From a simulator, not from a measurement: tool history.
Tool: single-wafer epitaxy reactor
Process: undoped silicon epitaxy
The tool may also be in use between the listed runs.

run,day,wafer temperature setpoint (pyrometer-controlled) (deg C),deposition time (s),mean film thickness on the monitor wafer (angstrom)
1,0,640,250,335.19
2,0.304,637,250,312.59
3,0.542,647,250,385.15
4,0.846,654,250,441.94
5,0.967,647,249,381.05
6,1.267,642,248,344.29
7,1.488,638,248,320.02
8,1.521,626,247,250.54
9,1.862,627,247,256.35
# day 2.029: pyrometer calibrated
10,2.029,628,247,279.99
11,2.208,627,247,272.07

Run 12 comes next. What will it give?
12,2.271,626,247,?

mean film thickness on the monitor wafer (angstrom): 270.36
